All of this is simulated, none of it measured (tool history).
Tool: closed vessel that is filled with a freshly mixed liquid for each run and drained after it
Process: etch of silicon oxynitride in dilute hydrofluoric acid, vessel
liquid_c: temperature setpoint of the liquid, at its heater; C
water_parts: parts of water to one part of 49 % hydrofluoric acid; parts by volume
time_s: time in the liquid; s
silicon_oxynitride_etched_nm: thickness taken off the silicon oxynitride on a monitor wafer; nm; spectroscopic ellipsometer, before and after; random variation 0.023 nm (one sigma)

run    day  liquid_c  water_parts  time_s  silicon_oxynitride_etched_nm
  1      0        24          105     110                        4.8893
  2  0.133        22          105     110                        4.4376
  3  0.396        22           70     110                        6.8562
  4   0.65        22           50     110                        9.7617
  5  0.746      24.5           50     110                        10.973
  6  0.825      24.5           50      65                        6.4391
  7  1.096      20.5           85      65                        3.0178
  8  1.404        21           85      65                        3.1252

Run 9 comes next. What will it give?
  9  1.488      21.5           85      65                             ?

{"run 9": {"silicon_oxynitride_etched_nm": 3.1767}}

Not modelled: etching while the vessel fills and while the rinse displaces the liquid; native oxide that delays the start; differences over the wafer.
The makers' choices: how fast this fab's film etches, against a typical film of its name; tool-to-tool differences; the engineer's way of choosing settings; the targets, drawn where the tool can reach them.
